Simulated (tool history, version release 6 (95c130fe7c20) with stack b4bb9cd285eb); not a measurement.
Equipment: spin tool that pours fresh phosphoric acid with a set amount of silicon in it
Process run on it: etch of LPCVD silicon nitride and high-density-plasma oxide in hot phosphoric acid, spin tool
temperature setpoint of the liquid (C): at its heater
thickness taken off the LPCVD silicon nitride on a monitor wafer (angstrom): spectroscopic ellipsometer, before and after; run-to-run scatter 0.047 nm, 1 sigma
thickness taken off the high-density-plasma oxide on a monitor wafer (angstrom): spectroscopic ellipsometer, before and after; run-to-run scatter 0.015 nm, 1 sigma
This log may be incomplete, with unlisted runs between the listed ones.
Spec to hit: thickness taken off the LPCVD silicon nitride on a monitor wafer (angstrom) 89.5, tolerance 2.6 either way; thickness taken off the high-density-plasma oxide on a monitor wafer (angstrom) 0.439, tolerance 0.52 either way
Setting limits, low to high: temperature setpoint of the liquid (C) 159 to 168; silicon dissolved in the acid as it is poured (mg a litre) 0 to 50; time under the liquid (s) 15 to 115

| run | hour | temperature setpoint of the liquid (C) | silicon dissolved in the acid as it is poured (mg a litre) | time under the liquid (s) | thickness taken off the LPCVD silicon nitride on a monitor wafer (angstrom) | thickness taken off the high-density-plasma oxide on a monitor wafer (angstrom) |
|---|---|---|---|---|---|---|
| 1 | 0 | 164 | 23 | 60 | 62.81 | 0.85384 |
| 2 | 7.6 | 164 | 23 | 70 | 74.481 | 0.49859 |
| 3 | 14.1 | 164.5 | 23.5 | 70 | 74.798 | 1.4767 |
| 4 | 18.7 | 164 | 23.5 | 70 | 74.009 | 1.4053 |
| 5 | 21.7 | 164 | 13.5 | 70 | 74.172 | 0.95914 |
| 6 | 23.7 | 164 | 25 | 70 | 74.192 | 1.7303 |
| 7 | 26.1 | 164.5 | 21 | 70 | 74.679 | 1.0001 |
| 8 | 28.8 | 165 | 17.5 | 70 | 76.24 | 0.98937 |
| 9 | 33.5 | 165.5 | 14.5 | 70 | 77.771 | 1.5759 |
| 10 | 41.2 | 165 | 13.5 | 70 | 75.899 | 1.8315 |

Exactly one of the 4 candidate moves below puts every result within its allowed miss. Which one?
| A | 48.9 | 159 | 39.5 | 95 | ? | ? |
| B | 48.9 | 159 | 39.5 | 110 | ? | ? |
| C | 48.9 | 159 | 42 | 100 | ? | ? |
| D | 48.9 | 160 | 44 | 105 | ? | ? |

| move | thickness taken off the LPCVD silicon nitride on a monitor wafer (angstrom) | thickness taken off the high-density-plasma oxide on a monitor wafer (angstrom) |
|---|---|---|
| A | 84.334 | 0.6108 |
| B | 97.65 | 0.70724 |
| C | 88.773 | 0.53924 |
| D | 96.402 | 0.51603 |
A: better than the last run, though not everything is in spec
B: the result that was furthest off in the last run now lies on the other side of its target
C: all results in spec
D: the result that was furthest off in the last run now lies on the other side of its target
The move that meets every target is C.
